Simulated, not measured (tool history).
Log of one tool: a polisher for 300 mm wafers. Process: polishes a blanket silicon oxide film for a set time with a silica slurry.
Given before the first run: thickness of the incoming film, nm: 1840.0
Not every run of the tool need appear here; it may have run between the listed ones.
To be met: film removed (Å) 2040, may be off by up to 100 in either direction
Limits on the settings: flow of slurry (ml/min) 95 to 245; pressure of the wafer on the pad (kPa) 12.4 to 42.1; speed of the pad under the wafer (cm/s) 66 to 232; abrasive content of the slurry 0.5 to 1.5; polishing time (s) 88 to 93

run	day	flow of slurry (ml/min)	pressure of the wafer on the pad (kPa)	speed of the pad under the wafer (cm/s)	abrasive content of the slurry	polishing time (s)	film removed (Å)
1	0	155	26.9	148	1	88	3404
2	0.088	155	24.1	148	1	88	3203.7
3	0.275	155	24.1	114	1	88	2650
4	0.642	155	24.1	82	1	88	2297.1
5	0.825	140	24.1	82	1	88	2242.3
6	0.85	140	24.1	98	1	88	2474.4
7	1.046	140	23.4	98	1	88	2425.2
8	1.129	140	22.8	98	1	88	2361.8
9	1.325	140	22.8	98	1	88	2372.8
10	1.625	140	22.1	98	1	88	2273
11	1.767	140	21.4	98	1	88	2204.7

4 candidate next runs follow, results not yet known. Just one meets every target within its allowed miss. Identify it.
A	1.908	95	15.2	134	1.1	93	?
B	1.908	160	15.2	136	1.25	93	?
C	1.908	155	15.9	142	1.1	92	?
D	1.908	130	22.8	108	0.85	92	?

move	film removed (Å)
A	2008.9
B	2329.4
C	2288.2
D	2242.4
A: hits every target within its allowed miss
B: further off than the last run
C: further off than the last run
D: further off than the last run
So the answer is move A, the one that meets all the targets.
